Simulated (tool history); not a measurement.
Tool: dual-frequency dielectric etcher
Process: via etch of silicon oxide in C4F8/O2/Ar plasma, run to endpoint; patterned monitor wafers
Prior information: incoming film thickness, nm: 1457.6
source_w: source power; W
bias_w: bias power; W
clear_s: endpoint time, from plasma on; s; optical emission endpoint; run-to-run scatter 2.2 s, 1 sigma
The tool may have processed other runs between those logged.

run,hour,source_w,bias_w,clear_s
1,0,2100,2540,269.53
2,8.5,1990,2492,277.92
3,12.1,1990,2662,269.72
4,17.3,2210,2662,256.49
5,19.3,2070,2623,267.68
6,24.5,2070,3053,252.23
7,25.1,1920,2996,266.25

The next listed run, before its measurement:
8,26.8,1820,2967,?

{"run 8": {"clear_s": 275.13}}
